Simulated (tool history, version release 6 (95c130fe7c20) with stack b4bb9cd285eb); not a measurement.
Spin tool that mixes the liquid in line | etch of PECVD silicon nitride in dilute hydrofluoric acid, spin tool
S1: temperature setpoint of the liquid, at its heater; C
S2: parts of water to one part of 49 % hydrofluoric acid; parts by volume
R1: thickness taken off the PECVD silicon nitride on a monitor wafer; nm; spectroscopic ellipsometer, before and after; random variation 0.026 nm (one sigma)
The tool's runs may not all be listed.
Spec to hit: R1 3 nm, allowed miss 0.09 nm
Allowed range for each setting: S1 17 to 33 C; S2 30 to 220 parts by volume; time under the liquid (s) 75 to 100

Run 1, day 0: S1 25 C, S2 125 parts by volume, time under the liquid (s) 100. Result: R1 3.8652 nm.
Run 2, day 0.179: S1 22 C, S2 125 parts by volume, time under the liquid (s) 100. Result: R1 3.1027 nm.
Run 3, day 0.371: S1 22 C, S2 165 parts by volume, time under the liquid (s) 100. Result: R1 2.3818 nm.
Run 4, day 0.546: S1 22 C, S2 125 parts by volume, time under the liquid (s) 100. Result: R1 3.1208 nm.
Run 5, day 0.829: S1 22 C, S2 125 parts by volume, time under the liquid (s) 100. Result: R1 3.1309 nm.
Run 6, day 1.108: S1 22 C, S2 125 parts by volume, time under the liquid (s) 75. Result: R1 2.3671 nm.
Run 7, day 1.425: S1 22 C, S2 125 parts by volume, time under the liquid (s) 75. Result: R1 2.3095 nm.
Run 8, day 1.554: S1 23 C, S2 125 parts by volume, time under the liquid (s) 75. Result: R1 2.5162 nm.

Which single option among these 4 for the next run brings every result within its allowed miss of target? Just one does.
Run A, day 1.683: S1 23.5 C, S2 130 parts by volume, time under the liquid (s) 100. Result: R1 ?.
Run B, day 1.683: S1 22.5 C, S2 120 parts by volume, time under the liquid (s) 95. Result: R1 ?.
Run C, day 1.683: S1 22.5 C, S2 135 parts by volume, time under the liquid (s) 100. Result: R1 ?.
Run D, day 1.683: S1 24 C, S2 100 parts by volume, time under the liquid (s) 75. Result: R1 ?.

move      R1
   A  3.3534
   B  3.2277
   C   3.026
   D  3.3673
A: carries the result that was furthest off beyond its target, to the other side
B: carries the result that was furthest off beyond its target, to the other side
C: every result lands within tolerance
D: carries the result that was furthest off beyond its target, to the other side
The right move is C.
